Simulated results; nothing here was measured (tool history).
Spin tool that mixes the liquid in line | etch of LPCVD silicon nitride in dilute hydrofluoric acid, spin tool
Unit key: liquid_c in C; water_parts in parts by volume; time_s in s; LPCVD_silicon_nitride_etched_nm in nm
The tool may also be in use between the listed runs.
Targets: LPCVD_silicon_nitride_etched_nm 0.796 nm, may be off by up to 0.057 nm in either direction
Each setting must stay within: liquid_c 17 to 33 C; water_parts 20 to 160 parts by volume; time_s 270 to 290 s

run	hour	liquid_c	water_parts	time_s	LPCVD_silicon_nitride_etched_nm
1	0	25	90	270	1.3984
2	5	26.5	90	270	1.5464
3	6.6	25.5	90	270	1.4161
4	10.6	24.5	90	270	1.3155
5	12.7	27.5	90	270	1.6122
6	14.6	27.5	90	290	1.7511
7	23	26.5	95	290	1.5163
8	30.6	25.5	95	290	1.5042
# hour 39.2: thermometer replaced
9	39.2	21.5	130	285	0.8744

Which one of the following 5 next-run settings gets every result inside its allowed miss? There is exactly one.
A	47.8	23.5	130	280	?
B	47.8	23	130	270	?
C	47.8	19.5	130	290	?
D	47.8	21	110	275	?
E	47.8	22	125	280	?

move	LPCVD_silicon_nitride_etched_nm
A	0.98044
B	0.91497
C	0.77843
D	0.96139
E	0.92323
A: the biggest miss grows against the last run
B: the biggest miss grows against the last run
C: every result within its allowed miss
D: the biggest miss grows against the last run
E: the biggest miss grows against the last run
Correct choice: C, which meets every target
